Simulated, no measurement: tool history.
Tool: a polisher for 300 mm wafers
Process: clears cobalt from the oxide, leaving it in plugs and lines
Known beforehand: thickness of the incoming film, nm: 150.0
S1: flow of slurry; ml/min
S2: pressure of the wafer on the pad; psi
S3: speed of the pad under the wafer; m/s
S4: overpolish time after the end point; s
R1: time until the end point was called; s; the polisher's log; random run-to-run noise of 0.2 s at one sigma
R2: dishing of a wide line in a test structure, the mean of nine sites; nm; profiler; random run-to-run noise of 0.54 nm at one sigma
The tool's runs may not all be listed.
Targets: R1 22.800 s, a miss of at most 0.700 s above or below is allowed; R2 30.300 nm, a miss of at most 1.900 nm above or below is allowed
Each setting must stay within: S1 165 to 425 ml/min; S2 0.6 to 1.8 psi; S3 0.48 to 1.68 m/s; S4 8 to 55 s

{"run": 1, "hour": 0.0, "S1": 275, "S2": 1.2, "S3": 1.08, "S4": 28, "R1": 42.833, "R2": 41.218}
{"run": 2, "hour": 1.6, "S1": 275, "S2": 1.2, "S3": 0.84, "S4": 28, "R1": 52.494, "R2": 37.6}
{"run": 3, "hour": 9.8, "S1": 275, "S2": 1.2, "S3": 0.84, "S4": 19, "R1": 53.115, "R2": 30.687}
{"run": 4, "hour": 12.4, "S1": 315, "S2": 1.2, "S3": 0.84, "S4": 19, "R1": 51.398, "R2": 30.353}
{"run": 5, "hour": 14.8, "S1": 315, "S2": 1.5, "S3": 0.84, "S4": 19, "R1": 41.766, "R2": 34.526}
{"run": 6, "hour": 22.2, "S1": 335, "S2": 1.5, "S3": 0.92, "S4": 17, "R1": 37.708, "R2": 35.057}
{"run": 7, "hour": 28.0, "S1": 350, "S2": 1.5, "S3": 0.96, "S4": 16, "R1": 36.257, "R2": 34.434}
{"run": 8, "hour": 30.4, "S1": 360, "S2": 1.5, "S3": 1.0, "S4": 15, "R1": 34.623, "R2": 33.909}
{"run": 9, "hour": 39.2, "S1": 370, "S2": 1.5, "S3": 1.04, "S4": 14, "R1": 33.795, "R2": 33.293}
{"run": 10, "hour": 44.1, "S1": 380, "S2": 1.5, "S3": 1.1, "S4": 13, "R1": 31.909, "R2": 33.832}
{"run": 11, "hour": 47.2, "S1": 385, "S2": 1.5, "S3": 1.12, "S4": 12, "R1": 31.298, "R2": 31.399}
{"run": 12, "hour": 50.1, "S1": 390, "S2": 1.5, "S3": 1.16, "S4": 11, "R1": 29.987, "R2": 29.669}
{"hour": 56.1, "done": "slurry nozzle cleaned"}
{"run": 13, "hour": 56.1, "S1": 390, "S2": 1.5, "S3": 1.18, "S4": 11, "R1": 28.89, "R2": 31.948}
{"run": 14, "hour": 58.1, "S1": 425, "S2": 1.8, "S3": 1.14, "S4": 8, "R1": 24.599, "R2": 29.81}

Below are 4 possible settings for the next run. Only one of them brings all results inside the allowed miss of their targets. Which is it?
{"run": "A", "hour": 60.1, "S1": 420, "S2": 1.8, "S3": 1.24, "S4": 8, "R1": "?", "R2": "?"}
{"run": "B", "hour": 60.1, "S1": 425, "S2": 1.8, "S3": 1.36, "S4": 10, "R1": "?", "R2": "?"}
{"run": "C", "hour": 60.1, "S1": 385, "S2": 1.8, "S3": 1.24, "S4": 11, "R1": "?", "R2": "?"}
{"run": "D", "hour": 60.1, "S1": 425, "S2": 1.8, "S3": 1.3, "S4": 8, "R1": "?", "R2": "?"}

move=A R1=22.611 R2=29.635
move=B R1=20.837 R2=34.702
move=C R1=22.748 R2=34.845
move=D R1=21.680 R2=30.343
A: hits every target within its allowed miss
B: moves the result that the last run missed by most past its target, out the other side
C: puts the biggest miss on target and leaves a different result outside tolerance
D: moves the result that the last run missed by most past its target, out the other side
A meets every target.
